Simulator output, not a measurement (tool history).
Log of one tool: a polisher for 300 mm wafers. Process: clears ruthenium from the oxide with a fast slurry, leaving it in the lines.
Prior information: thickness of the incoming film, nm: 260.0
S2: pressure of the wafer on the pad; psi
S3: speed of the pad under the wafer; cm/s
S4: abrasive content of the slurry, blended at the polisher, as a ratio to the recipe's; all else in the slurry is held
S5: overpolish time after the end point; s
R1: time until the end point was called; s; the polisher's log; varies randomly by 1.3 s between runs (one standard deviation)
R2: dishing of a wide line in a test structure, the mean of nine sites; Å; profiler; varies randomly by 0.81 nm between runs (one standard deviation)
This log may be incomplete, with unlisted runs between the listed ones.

Run 1, hour 0.0: flow of slurry (ml/min) 245, S2 1.7 psi, S3 94 cm/s, S4 1.00, S5 28 s. Result: R1 93.731 s, R2 525.06 Å.
Run 2, hour 3.0: flow of slurry (ml/min) 245, S2 1.7 psi, S3 94 cm/s, S4 0.90, S5 28 s. Result: R1 100.390 s, R2 507.01 Å.
Run 3, hour 5.5: flow of slurry (ml/min) 245, S2 2.1 psi, S3 94 cm/s, S4 0.90, S5 28 s. Result: R1 80.024 s, R2 616.02 Å.
Run 4, hour 10.9: flow of slurry (ml/min) 245, S2 2.1 psi, S3 94 cm/s, S4 0.75, S5 28 s. Result: R1 89.981 s, R2 548.57 Å.
Run 5, hour 13.6: flow of slurry (ml/min) 245, S2 2.0 psi, S3 94 cm/s, S4 0.75, S5 28 s. Result: R1 94.813 s, R2 537.34 Å.
Run 6, hour 16.4: flow of slurry (ml/min) 245, S2 2.3 psi, S3 94 cm/s, S4 0.75, S5 28 s. Result: R1 82.750 s, R2 589.41 Å.

Expected results for the next run?
Run 7, hour 24.3: flow of slurry (ml/min) 245, S2 2.1 psi, S3 94 cm/s, S4 0.75, S5 28 s. Result: R1 ?, R2 ?.

R1: 89.585 s
R2: 540.13 Å
